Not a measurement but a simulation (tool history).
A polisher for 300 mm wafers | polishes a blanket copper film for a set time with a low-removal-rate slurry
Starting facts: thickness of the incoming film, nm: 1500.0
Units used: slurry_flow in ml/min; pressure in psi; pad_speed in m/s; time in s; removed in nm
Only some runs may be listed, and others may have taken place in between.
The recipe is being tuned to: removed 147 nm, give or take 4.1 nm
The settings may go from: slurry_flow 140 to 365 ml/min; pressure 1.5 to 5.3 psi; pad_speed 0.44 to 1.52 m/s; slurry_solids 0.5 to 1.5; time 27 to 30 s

run	day	slurry_flow	pressure	pad_speed	slurry_solids	time	removed
1	0	235	3.4	0.98	1	30	103.9
2	0.354	235	3.6	0.98	1	30	107.16
3	0.458	235	3.6	0.98	1	30	109.82
4	0.829	235	3.8	0.98	1	30	115.21
5	0.942	195	3.8	0.98	1	30	109.78
6	1.246	215	3.9	0.98	1	30	116.29
7	1.388	230	4	0.98	1	30	120.97
8	1.525	245	4.1	0.98	1	30	124.6
9	1.7	255	4.2	0.98	1	30	128.43
10	2	260	4.3	0.98	1	30	130.97
11	2.208	260	4.4	0.98	1	30	134.55
12	2.554	265	4.5	0.98	1	30	136.6

5 next moves are on the table. One of them brings every result within its allowed miss. Which?
A	2.9	305	4.6	0.96	1	30	?
B	2.9	275	4.7	1.06	0.8	30	?
C	2.9	250	4.3	0.96	0.9	30	?
D	2.9	230	4.8	0.8	0.9	30	?
E	2.9	250	5	0.86	0.85	30	?

move	removed
A	137.88
B	144.01
C	122.76
D	113.46
E	125.82
A: an improvement on the last run, though not all results are within tolerance
B: meets every target
C: further off than the last run
D: further off than the last run
E: further off than the last run
Move B is the one to make.
